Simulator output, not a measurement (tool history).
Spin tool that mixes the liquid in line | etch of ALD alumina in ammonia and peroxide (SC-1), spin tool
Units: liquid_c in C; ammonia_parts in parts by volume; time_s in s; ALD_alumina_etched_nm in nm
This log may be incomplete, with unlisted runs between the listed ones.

Run 1, hour 0: liquid_c 49 C, ammonia_parts 0.4 parts by volume, time_s 265 s. Result: ALD_alumina_etched_nm 9.934 nm.
Run 2, hour 8.1: liquid_c 49 C, ammonia_parts 0.4 parts by volume, time_s 285 s. Result: ALD_alumina_etched_nm 10.646 nm.
Run 3, hour 16.8: liquid_c 51 C, ammonia_parts 0.4 parts by volume, time_s 285 s. Result: ALD_alumina_etched_nm 11.964 nm.
Run 4, hour 20.8: liquid_c 51 C, ammonia_parts 0.4 parts by volume, time_s 285 s. Result: ALD_alumina_etched_nm 11.887 nm.
Run 5, hour 29.6: liquid_c 53 C, ammonia_parts 0.4 parts by volume, time_s 285 s. Result: ALD_alumina_etched_nm 13.236 nm.
Run 6, hour 36.1: liquid_c 53 C, ammonia_parts 0.4 parts by volume, time_s 285 s. Result: ALD_alumina_etched_nm 13.285 nm.
Run 7, hour 41.1: liquid_c 54 C, ammonia_parts 0.4 parts by volume, time_s 285 s. Result: ALD_alumina_etched_nm 13.943 nm.
Run 8, hour 42.1: liquid_c 59 C, ammonia_parts 0.4 parts by volume, time_s 285 s. Result: ALD_alumina_etched_nm 18.178 nm.

Run 9, settings as shown, results not yet in. Your forecast:
Run 9, hour 43.4: liquid_c 58.5 C, ammonia_parts 0.4 parts by volume, time_s 285 s. Result: ALD_alumina_etched_nm ?.

ALD_alumina_etched_nm: 17.636 nm
